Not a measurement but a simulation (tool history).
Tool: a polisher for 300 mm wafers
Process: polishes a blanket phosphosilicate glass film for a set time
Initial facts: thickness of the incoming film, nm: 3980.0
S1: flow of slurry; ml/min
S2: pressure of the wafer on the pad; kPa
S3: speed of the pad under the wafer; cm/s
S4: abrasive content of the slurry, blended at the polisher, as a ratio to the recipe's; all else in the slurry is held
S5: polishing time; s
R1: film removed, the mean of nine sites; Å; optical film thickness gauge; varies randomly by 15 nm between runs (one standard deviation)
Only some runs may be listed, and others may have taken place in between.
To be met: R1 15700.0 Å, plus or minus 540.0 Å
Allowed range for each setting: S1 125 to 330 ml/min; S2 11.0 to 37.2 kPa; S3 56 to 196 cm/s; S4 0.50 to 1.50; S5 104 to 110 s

run,hour,S1,S2,S3,S4,S5,R1
1,0.0,210,24.1,126,1.00,104,12174.0
2,2.7,185,24.1,126,1.00,104,11965.0
3,10.9,185,18.6,126,1.00,104,9420.4
4,12.5,185,24.1,126,1.00,104,12228.0
5,21.0,235,24.1,126,1.00,104,12389.0
6,28.4,235,24.8,126,1.00,104,12614.0
7,32.8,235,25.5,126,1.00,104,13152.0
8,33.9,235,26.2,126,1.00,104,13395.0

Which of these 5 next moves meets every target?
A,35.0,240,21.4,120,0.95,104,?
B,35.0,230,24.1,126,0.80,109,?
C,35.0,165,28.3,142,1.15,110,?
D,35.0,265,33.1,112,0.95,107,?
E,35.0,225,27.6,132,0.95,107,?

move,R1
A,10508.0
B,12032.0
C,16586.0
D,15927.0
E,14704.0
A: further off than the last run
B: further off than the last run
C: takes the result that was furthest off past its target
D: all results in spec
E: closer than the last run, but not yet in spec
Answer: D

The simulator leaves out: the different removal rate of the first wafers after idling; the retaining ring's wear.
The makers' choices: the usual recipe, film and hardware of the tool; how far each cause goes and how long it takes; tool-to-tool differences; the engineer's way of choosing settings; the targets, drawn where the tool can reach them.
